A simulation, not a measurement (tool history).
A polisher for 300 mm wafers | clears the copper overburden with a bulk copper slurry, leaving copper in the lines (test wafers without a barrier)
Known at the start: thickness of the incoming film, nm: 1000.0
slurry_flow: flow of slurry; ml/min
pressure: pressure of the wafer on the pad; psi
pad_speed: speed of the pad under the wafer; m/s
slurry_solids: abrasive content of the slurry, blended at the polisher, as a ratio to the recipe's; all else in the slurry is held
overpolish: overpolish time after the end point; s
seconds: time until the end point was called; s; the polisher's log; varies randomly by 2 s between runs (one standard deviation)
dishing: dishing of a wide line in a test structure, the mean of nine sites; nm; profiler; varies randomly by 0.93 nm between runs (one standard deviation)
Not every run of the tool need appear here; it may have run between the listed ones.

Run 1, hour 0: slurry_flow 270 ml/min, pressure 2.7 psi, pad_speed 1.36 m/s, slurry_solids 1, overpolish 25 s. Result: seconds 80.661 s, dishing 145.31 nm.
Run 2, hour 1.6: slurry_flow 270 ml/min, pressure 2.3 psi, pad_speed 1.36 m/s, slurry_solids 1, overpolish 25 s. Result: seconds 94.819 s, dishing 129.7 nm.
Run 3, hour 8.2: slurry_flow 315 ml/min, pressure 2.3 psi, pad_speed 1.36 m/s, slurry_solids 1, overpolish 25 s. Result: seconds 93.014 s, dishing 134.43 nm.
Run 4, hour 15.4: slurry_flow 315 ml/min, pressure 1.9 psi, pad_speed 1.36 m/s, slurry_solids 1, overpolish 25 s. Result: seconds 110.9 s, dishing 116.96 nm.
Run 5, hour 23.3: slurry_flow 315 ml/min, pressure 1.9 psi, pad_speed 1.36 m/s, slurry_solids 1, overpolish 17 s. Result: seconds 111.44 s, dishing 94.192 nm.
Run 6, hour 28.7: slurry_flow 315 ml/min, pressure 1.9 psi, pad_speed 1.1 m/s, slurry_solids 1, overpolish 17 s. Result: seconds 138.11 s, dishing 82.691 nm.
Run 7, hour 29.7: slurry_flow 315 ml/min, pressure 1.9 psi, pad_speed 1.1 m/s, slurry_solids 1, overpolish 16 s. Result: seconds 139.72 s, dishing 79.622 nm.

Run 8 comes next. What will it give?
Run 8, hour 32.3: slurry_flow 315 ml/min, pressure 1.9 psi, pad_speed 1.1 m/s, slurry_solids 1, overpolish 15 s. Result: seconds ?, dishing ?.

{"run 8": {"seconds": 140.78, "dishing": 75.025}}
